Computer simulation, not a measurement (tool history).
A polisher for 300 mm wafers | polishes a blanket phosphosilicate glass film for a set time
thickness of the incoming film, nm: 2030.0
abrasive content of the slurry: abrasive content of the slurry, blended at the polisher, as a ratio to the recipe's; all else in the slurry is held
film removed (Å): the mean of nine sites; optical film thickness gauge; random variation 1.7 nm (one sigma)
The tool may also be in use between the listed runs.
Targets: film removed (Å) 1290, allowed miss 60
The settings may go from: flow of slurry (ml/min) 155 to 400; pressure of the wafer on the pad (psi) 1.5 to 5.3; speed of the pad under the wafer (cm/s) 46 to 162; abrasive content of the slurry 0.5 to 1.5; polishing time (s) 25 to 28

run,hour,flow of slurry (ml/min),pressure of the wafer on the pad (psi),speed of the pad under the wafer (cm/s),abrasive content of the slurry,polishing time (s),film removed (Å)
1,0,255,3.4,104,1,28,2538.5
2,3.1,255,2.9,100,1,28,2050.3
3,11.7,255,2.3,100,1,28,1637.6
4,13.3,255,1.5,100,1,28,1100.7
5,21.9,255,1.5,80,1,28,921.36
6,29.1,255,1.7,80,1,28,1020.1
7,32.4,255,1.8,80,1,28,1113.7
8,37.5,255,1.9,80,1,28,1160.9
9,40.1,255,2,80,1,28,1199.7

Which of these 5 next moves meets every target?
A,42.7,265,1.7,94,1,25,?
B,42.7,255,1.8,82,1.05,26,?
C,42.7,230,2,94,1.1,25,?
D,42.7,285,2,96,0.85,25,?
E,42.7,200,2.6,60,1.05,25,?

move,film removed (Å)
A,1094.4
B,1107.4
C,1333.9
D,1155.5
E,1140.1
A: further off than the last run
B: further off than the last run
C: meets every target
D: further off than the last run
E: further off than the last run
Answer: C
